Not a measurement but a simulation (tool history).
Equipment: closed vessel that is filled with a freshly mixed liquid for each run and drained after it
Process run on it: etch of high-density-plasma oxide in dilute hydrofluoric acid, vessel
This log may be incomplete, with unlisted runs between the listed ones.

run,hour,temperature setpoint of the liquid (°C),parts of water to one part of 49 % hydrofluoric acid (parts by volume),time in the liquid (s),thickness taken off the high-density-plasma oxide on a monitor wafer (Å)
1,0,25,60,255,237.64
2,4.8,23,65,255,201.05
3,12.5,23,55,255,241.99
4,15.7,21.5,55,255,225.91
5,21.4,20.5,60,255,198.1
6,26,17.5,60,255,176.55

Forecast run 7:
7,27.8,17,65,255,?

Run 7 came out at thickness taken off the high-density-plasma oxide on a monitor wafer (Å) 158.81.
